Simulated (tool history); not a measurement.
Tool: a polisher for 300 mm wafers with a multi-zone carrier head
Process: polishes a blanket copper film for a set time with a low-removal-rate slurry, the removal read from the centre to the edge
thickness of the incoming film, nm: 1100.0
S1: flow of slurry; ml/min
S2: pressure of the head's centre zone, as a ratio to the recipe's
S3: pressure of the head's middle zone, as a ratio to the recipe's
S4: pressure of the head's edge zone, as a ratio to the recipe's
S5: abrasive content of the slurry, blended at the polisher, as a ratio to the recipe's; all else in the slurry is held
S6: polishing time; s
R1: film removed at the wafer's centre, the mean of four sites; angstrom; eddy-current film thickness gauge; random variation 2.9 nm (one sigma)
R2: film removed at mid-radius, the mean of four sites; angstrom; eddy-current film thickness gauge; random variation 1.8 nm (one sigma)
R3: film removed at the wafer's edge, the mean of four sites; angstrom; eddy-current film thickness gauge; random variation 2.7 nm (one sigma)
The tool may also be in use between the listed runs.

Run 1, hour 0: S1 295 ml/min, S2 1, S3 1, S4 1, S5 1, S6 85 s. Result: R1 2922 angstrom, R2 2891.9 angstrom, R3 3015.8 angstrom.
Run 2, hour 6.5: S1 295 ml/min, S2 1, S3 1.04, S4 1, S5 1, S6 85 s. Result: R1 2997.2 angstrom, R2 3011.2 angstrom, R3 3003.8 angstrom.
Run 3, hour 11.6: S1 290 ml/min, S2 1.02, S3 1.02, S4 0.97, S5 0.95, S6 85 s. Result: R1 2960.9 angstrom, R2 2881.4 angstrom, R3 2916.4 angstrom.
Run 4, hour 14.5: S1 290 ml/min, S2 1.02, S3 1.02, S4 0.9, S5 0.95, S6 85 s. Result: R1 2950.8 angstrom, R2 2881.9 angstrom, R3 2826.2 angstrom.
Run 5, hour 17.3: S1 290 ml/min, S2 1.02, S3 1.02, S4 0.9, S5 1.1, S6 85 s. Result: R1 3047.9 angstrom, R2 2987.6 angstrom, R3 2953.1 angstrom.
Run 6, hour 25.1: S1 290 ml/min, S2 1.02, S3 1.02, S4 0.93, S5 1.1, S6 85 s. Result: R1 3122.8 angstrom, R2 3037.7 angstrom, R3 2959.7 angstrom.
Run 7, hour 32.4: S1 285 ml/min, S2 1.03, S3 1, S4 0.91, S5 1.1, S6 85 s. Result: R1 3115.7 angstrom, R2 2970.5 angstrom, R3 2905.2 angstrom.
Run 8, hour 36.6: S1 280 ml/min, S2 1.03, S3 0.97, S4 0.9, S5 1.1, S6 85 s. Result: R1 3112.7 angstrom, R2 2904.5 angstrom, R3 2942.7 angstrom.

The next listed run, before its measurement:
Run 9, hour 37.9: S1 280 ml/min, S2 1.04, S3 0.96, S4 0.89, S5 1.05, S6 85 s. Result: R1 ?, R2 ?, R3 ?.

{"run 9": {"R1": 3070.3, "R2": 2862.9, "R3": 2874}}

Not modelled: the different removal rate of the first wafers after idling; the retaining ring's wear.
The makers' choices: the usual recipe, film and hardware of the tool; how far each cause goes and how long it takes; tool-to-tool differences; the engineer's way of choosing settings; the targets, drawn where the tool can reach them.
